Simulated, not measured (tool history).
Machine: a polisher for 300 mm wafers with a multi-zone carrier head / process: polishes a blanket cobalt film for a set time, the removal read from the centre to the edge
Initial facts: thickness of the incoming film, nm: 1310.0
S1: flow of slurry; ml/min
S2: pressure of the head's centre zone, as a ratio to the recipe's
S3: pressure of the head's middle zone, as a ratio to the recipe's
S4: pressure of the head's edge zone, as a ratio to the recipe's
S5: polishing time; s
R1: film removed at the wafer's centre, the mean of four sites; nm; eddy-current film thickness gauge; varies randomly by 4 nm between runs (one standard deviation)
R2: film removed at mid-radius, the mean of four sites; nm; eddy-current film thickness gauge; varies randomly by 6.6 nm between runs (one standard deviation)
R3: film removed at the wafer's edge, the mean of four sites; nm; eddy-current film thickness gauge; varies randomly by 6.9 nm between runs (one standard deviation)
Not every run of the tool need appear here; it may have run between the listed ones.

| run | hour | S1 | S2 | S3 | S4 | S5 | R1 | R2 | R3 |
|---|---|---|---|---|---|---|---|---|---|
| 1 | 0 | 230 | 1 | 1 | 1 | 73 | 405 | 407.15 | 397.69 |
| 2 | 5.6 | 275 | 1 | 1 | 1 | 73 | 406.99 | 412.85 | 400.62 |
| 3 | 9.3 | 275 | 1.03 | 1 | 1 | 73 | 424.61 | 415.79 | 403.41 |
| 4 | 17.2 | 275 | 1.03 | 1 | 1 | 63 | 366.96 | 356.98 | 349.52 |
| 5 | 21.8 | 275 | 1.03 | 1.04 | 1 | 63 | 365.18 | 363.95 | 347.76 |
| 6 | 26 | 280 | 1.03 | 1.07 | 1.02 | 69 | 398.08 | 408.69 | 389.82 |
| 7 | 27.7 | 285 | 1.04 | 1.1 | 1.02 | 73 | 433.61 | 444.61 | 411.59 |

What will run 8 give?
| 8 | 36 | 290 | 1.04 | 1.12 | 1.03 | 76 | ? | ? | ? |

R1: 443.36 nm
R2: 476.24 nm
R3: 427.2 nm

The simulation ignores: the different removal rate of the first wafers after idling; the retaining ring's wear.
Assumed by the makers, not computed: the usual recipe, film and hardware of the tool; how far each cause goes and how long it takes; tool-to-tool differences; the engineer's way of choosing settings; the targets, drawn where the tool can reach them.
